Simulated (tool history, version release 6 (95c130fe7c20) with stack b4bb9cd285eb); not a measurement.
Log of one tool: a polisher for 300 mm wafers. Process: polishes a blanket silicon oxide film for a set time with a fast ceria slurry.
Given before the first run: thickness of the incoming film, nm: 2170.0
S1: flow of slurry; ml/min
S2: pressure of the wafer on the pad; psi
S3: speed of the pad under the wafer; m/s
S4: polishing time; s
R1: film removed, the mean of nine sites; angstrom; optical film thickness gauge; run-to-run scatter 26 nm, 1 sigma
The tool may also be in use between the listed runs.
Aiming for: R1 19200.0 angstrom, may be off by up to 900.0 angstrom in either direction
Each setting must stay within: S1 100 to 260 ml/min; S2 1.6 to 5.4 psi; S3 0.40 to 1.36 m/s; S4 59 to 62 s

| run | hour | S1 | S2 | S3 | S4 | R1 |
|---|---|---|---|---|---|---|
| 1 | 0.0 | 165 | 3.5 | 0.88 | 59 | 10566.0 |
| 2 | 1.0 | 165 | 3.9 | 0.88 | 59 | 11421.0 |
| 3 | 1.6 | 165 | 3.9 | 0.72 | 59 | 9527.7 |
| 4 | 5.8 | 165 | 4.7 | 0.72 | 59 | 11475.0 |
|  | 14.0 | slurry nozzle cleaned |
| 5 | 14.0 | 165 | 4.7 | 0.60 | 59 | 10248.0 |
| 6 | 18.8 | 165 | 4.7 | 0.60 | 59 | 10185.0 |
| 7 | 26.9 | 175 | 5.4 | 0.84 | 61 | 16807.0 |
| 8 | 35.0 | 175 | 5.4 | 0.86 | 61 | 17083.0 |
| 9 | 39.0 | 175 | 5.4 | 0.88 | 61 | 17351.0 |
| 10 | 41.4 | 175 | 5.4 | 0.90 | 61 | 17783.0 |
| 11 | 47.5 | 175 | 5.4 | 0.92 | 61 | 18117.0 |

Of the 4 settings listed for the next run, only one would bring every result within its allowed miss of target. Which one?
| A | 53.6 | 175 | 5.4 | 0.94 | 62 | ? |
| B | 53.6 | 195 | 5.4 | 1.04 | 62 | ? |
| C | 53.6 | 160 | 5.4 | 1.08 | 62 | ? |
| D | 53.6 | 190 | 5.4 | 1.02 | 62 | ? |

| move | R1 |
|---|---|
| A | 18626.0 |
| B | 20882.0 |
| C | 21013.0 |
| D | 20415.0 |
A: every result within its allowed miss
B: the result that was furthest off in the last run now lies on the other side of its target
C: the result that was furthest off in the last run now lies on the other side of its target
D: the result that was furthest off in the last run now lies on the other side of its target
The move that meets every target is A.

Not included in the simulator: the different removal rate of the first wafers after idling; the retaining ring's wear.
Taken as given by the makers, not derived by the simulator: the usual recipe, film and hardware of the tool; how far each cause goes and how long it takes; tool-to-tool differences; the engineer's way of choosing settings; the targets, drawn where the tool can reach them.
